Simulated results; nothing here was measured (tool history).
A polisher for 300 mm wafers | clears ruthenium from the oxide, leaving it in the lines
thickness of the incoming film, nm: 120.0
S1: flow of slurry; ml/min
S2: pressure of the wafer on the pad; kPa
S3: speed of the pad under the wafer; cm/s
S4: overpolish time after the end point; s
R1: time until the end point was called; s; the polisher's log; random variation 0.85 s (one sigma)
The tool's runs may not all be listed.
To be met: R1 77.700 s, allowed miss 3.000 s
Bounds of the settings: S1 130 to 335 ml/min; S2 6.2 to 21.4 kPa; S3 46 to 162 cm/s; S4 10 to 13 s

{"run": 1, "hour": 0.0, "S1": 215, "S2": 13.8, "S3": 104, "S4": 13, "R1": 134.83}
{"run": 2, "hour": 8.1, "S1": 270, "S2": 13.8, "S3": 104, "S4": 13, "R1": 127.71}
{"run": 3, "hour": 13.2, "S1": 270, "S2": 11.7, "S3": 104, "S4": 13, "R1": 153.9}
{"run": 4, "hour": 21.8, "S1": 270, "S2": 12.4, "S3": 104, "S4": 13, "R1": 146.92}
{"run": 5, "hour": 30.3, "S1": 270, "S2": 9.7, "S3": 104, "S4": 13, "R1": 182.39}
{"run": 6, "hour": 32.2, "S1": 315, "S2": 9.7, "S3": 104, "S4": 13, "R1": 182.19}
{"run": 7, "hour": 40.4, "S1": 315, "S2": 13.8, "S3": 110, "S4": 13, "R1": 124.69}
{"run": 8, "hour": 49.3, "S1": 315, "S2": 14.5, "S3": 110, "S4": 13, "R1": 118.26}
{"run": 9, "hour": 54.3, "S1": 315, "S2": 15.2, "S3": 110, "S4": 13, "R1": 112.82}
{"run": 10, "hour": 59.3, "S1": 315, "S2": 15.9, "S3": 110, "S4": 13, "R1": 108.92}
{"run": 11, "hour": 66.8, "S1": 315, "S2": 16.5, "S3": 110, "S4": 13, "R1": 104.4}
{"hour": 72.7, "done": "head pressure recalibrated"}
{"run": 12, "hour": 72.7, "S1": 315, "S2": 17.2, "S3": 110, "S4": 13, "R1": 91.97}
{"run": 13, "hour": 74.5, "S1": 315, "S2": 18.6, "S3": 110, "S4": 13, "R1": 85.062}
{"run": 14, "hour": 77.5, "S1": 315, "S2": 19.3, "S3": 110, "S4": 13, "R1": 81.479}

4 next moves are on the table. One of them brings every result within its allowed miss. Which?
{"run": "A", "hour": 80.5, "S1": 295, "S2": 21.4, "S3": 112, "S4": 13, "R1": "?"}
{"run": "B", "hour": 80.5, "S1": 320, "S2": 20.0, "S3": 110, "S4": 11, "R1": "?"}
{"run": "C", "hour": 80.5, "S1": 290, "S2": 19.3, "S3": 128, "S4": 13, "R1": "?"}
{"run": "D", "hour": 80.5, "S1": 240, "S2": 20.0, "S3": 126, "S4": 13, "R1": "?"}

move=A R1=74.151
move=B R1=79.729
move=C R1=72.945
move=D R1=72.665
A: takes the result that was furthest off past its target
B: meets every target
C: takes the result that was furthest off past its target
D: takes the result that was furthest off past its target
Answer: B

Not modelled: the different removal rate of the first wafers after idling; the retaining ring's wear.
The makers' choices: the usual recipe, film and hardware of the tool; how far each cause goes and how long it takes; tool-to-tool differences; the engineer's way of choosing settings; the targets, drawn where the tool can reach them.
